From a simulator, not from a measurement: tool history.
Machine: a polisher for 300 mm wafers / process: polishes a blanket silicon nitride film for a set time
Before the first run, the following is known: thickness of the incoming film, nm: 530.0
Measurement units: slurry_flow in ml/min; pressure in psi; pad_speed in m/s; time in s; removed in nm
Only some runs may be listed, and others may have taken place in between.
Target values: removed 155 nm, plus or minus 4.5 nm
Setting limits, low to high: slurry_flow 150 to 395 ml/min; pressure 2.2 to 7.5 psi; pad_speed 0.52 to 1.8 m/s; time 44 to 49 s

run,hour,slurry_flow,pressure,pad_speed,time,removed
1,0,250,4.8,1.16,49,98.763
2,0.7,205,4.8,1.16,49,97.651
3,4.3,240,4.8,1.16,49,99.621
4,13.1,240,4.8,1.16,49,99.361
5,13.9,240,4.8,1.16,44,89.17
6,19.9,240,5.2,1.16,44,96.391
7,23.7,240,5.5,1.18,44,102.01
8,29.7,240,5.8,1.2,44,111
9,38.4,240,6,1.2,44,112.48
10,45.3,240,6,1.2,44,114.02
11,50.9,240,6.2,1.2,44,116.57
# hour 53: worn pad replaced by a new one
12,53,240,6.4,1.22,44,136.89
13,61,240,6.5,1.22,44,138.08

Next run, 4 choices. One meets every target within its allowed miss, the rest don't. Which?
A,69,240,7.5,1.06,44,?
B,69,215,6.6,1.2,49,?
C,69,210,6.6,1.1,48,?
D,69,250,5.7,1.62,47,?

move,removed
A,143.83
B,154.16
C,140.47
D,165.65
A: better than the last run, though not everything is in spec
B: hits every target within its allowed miss
C: better than the last run, though not everything is in spec
D: moves the result that the last run missed by most past its target, out the other side
Go with B: it meets all targets.
